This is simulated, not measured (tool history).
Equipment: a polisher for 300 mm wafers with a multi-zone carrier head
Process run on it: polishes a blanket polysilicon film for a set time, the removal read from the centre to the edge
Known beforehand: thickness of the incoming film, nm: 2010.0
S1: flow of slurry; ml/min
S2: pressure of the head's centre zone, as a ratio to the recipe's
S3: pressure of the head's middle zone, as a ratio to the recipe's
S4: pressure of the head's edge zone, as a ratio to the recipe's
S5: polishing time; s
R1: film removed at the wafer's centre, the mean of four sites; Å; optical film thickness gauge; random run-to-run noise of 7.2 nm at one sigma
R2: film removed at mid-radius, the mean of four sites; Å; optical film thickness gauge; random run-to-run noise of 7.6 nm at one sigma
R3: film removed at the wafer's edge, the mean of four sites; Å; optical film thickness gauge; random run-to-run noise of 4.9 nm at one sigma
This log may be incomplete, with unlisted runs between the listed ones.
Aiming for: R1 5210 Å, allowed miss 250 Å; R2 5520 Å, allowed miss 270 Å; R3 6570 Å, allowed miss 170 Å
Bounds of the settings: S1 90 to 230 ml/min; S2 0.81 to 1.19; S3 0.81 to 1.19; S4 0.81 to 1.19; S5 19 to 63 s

run,hour,S1,S2,S3,S4,S5,R1,R2,R3
1,0,150,1,1,1,41,4145.5,4000.9,4316.5
2,6.8,170,1,1,1,41,4224.5,4157.8,4455.2
3,8.3,170,1,1,1.07,41,4266.7,4123.9,4562.4
4,10.9,195,1,1,1.07,41,4262.3,4264.6,4618.9
5,12.9,195,0.98,0.99,1.09,44,4626.5,4585.4,4979.7
6,14.2,190,0.95,0.97,1.11,46,4625.8,4550.2,5233
7,20.9,190,0.93,0.97,1.12,48,4932.9,4741.7,5503.8
8,24,190,0.93,0.97,1.12,48,4823.1,4853.7,5569
9,32.7,190,0.92,0.97,1.13,49,4843.9,4954.6,5705.6
10,38.8,190,0.91,0.97,1.14,50,4904.1,5075.5,5709.5
11,42.7,195,0.89,0.96,1.15,51,4924.3,5018.8,6005.6
12,47.9,200,0.89,0.96,1.16,52,5033.3,5184.2,6131
13,51.9,200,0.89,0.96,1.17,53,5087.1,5229.6,6192.7
14,55.7,200,0.88,0.96,1.17,54,5138.7,5536.1,6460.6
15,63.6,200,0.88,0.95,1.18,54,5160.4,5426.7,6420

Exactly one of the 4 candidate moves below puts every result within its allowed miss. Which one?
A,71.5,190,0.94,0.94,1.08,55,?,?,?
B,71.5,185,0.88,0.98,1.19,56,?,?,?
C,71.5,205,0.89,1.02,1.19,51,?,?,?
D,71.5,225,0.92,0.99,1.15,53,?,?,?

move,R1,R2,R3
A,5368,5323,6228.4
B,5141.1,5589,6640.6
C,4814.3,5349.4,6116.5
D,5221.6,5491.1,6307.7
A: further off than the last run
B: hits every target within its allowed miss
C: further off than the last run
D: further off than the last run
B meets every target.
